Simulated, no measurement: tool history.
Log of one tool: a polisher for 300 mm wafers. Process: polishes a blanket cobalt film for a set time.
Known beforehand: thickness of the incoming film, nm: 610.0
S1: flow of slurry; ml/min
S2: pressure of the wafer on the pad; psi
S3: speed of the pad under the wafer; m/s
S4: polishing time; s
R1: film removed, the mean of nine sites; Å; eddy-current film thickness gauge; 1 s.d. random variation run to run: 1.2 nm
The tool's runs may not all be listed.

| run | hour | S1 | S2 | S3 | S4 | R1 |
|---|---|---|---|---|---|---|
| 1 | 0.0 | 285 | 2.4 | 0.94 | 22 | 1367.5 |
| 2 | 0.7 | 330 | 2.4 | 0.94 | 22 | 1404.5 |
| 3 | 3.4 | 330 | 1.9 | 0.94 | 22 | 1106.1 |
| 4 | 8.3 | 340 | 2.2 | 0.94 | 22 | 1283.3 |
|  | 11.4 | head pressure recalibrated |
| 5 | 11.4 | 340 | 1.7 | 0.94 | 22 | 1096.8 |
| 6 | 17.2 | 340 | 1.7 | 1.16 | 22 | 1353.2 |
| 7 | 23.9 | 350 | 1.9 | 1.16 | 22 | 1519.4 |
| 8 | 29.9 | 370 | 2.0 | 1.16 | 22 | 1570.4 |

Expected results for the next run?
| 9 | 31.4 | 380 | 2.1 | 1.16 | 22 | ? |

{"run 9": {"R1": 1656.8}}
